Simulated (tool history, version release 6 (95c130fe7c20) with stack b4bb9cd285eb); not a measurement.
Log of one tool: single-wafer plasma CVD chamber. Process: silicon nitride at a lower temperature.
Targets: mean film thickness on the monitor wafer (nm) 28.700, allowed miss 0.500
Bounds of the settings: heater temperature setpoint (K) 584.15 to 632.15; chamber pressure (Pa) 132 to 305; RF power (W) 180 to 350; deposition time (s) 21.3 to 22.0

run,hour,heater temperature setpoint (K),chamber pressure (Pa),RF power (W),deposition time (s),mean film thickness on the monitor wafer (nm)
1,0.0,608.15,219,265,21.3,24.058
2,7.6,608.15,219,265,21.3,23.945
3,9.8,608.15,233,270,21.3,24.894
4,15.3,608.15,233,270,21.3,24.808
5,23.2,608.15,245,275,21.3,25.482
6,27.4,608.15,255,280,21.3,25.964
7,32.0,608.15,263,285,21.3,26.762
8,35.9,608.15,269,285,21.3,26.745
9,37.3,608.15,275,290,21.3,27.396

Which of these 4 next moves meets every target?
A,38.7,616.15,305,295,21.4,?
B,38.7,609.15,271,270,21.3,?
C,38.7,596.15,301,270,21.3,?
D,38.7,595.15,299,265,21.3,?

move,mean film thickness on the monitor wafer (nm)
A,28.568
B,25.874
C,26.767
D,26.343
A: meets every target
B: further off than the last run
C: further off than the last run
D: further off than the last run
Move A is the one to make.

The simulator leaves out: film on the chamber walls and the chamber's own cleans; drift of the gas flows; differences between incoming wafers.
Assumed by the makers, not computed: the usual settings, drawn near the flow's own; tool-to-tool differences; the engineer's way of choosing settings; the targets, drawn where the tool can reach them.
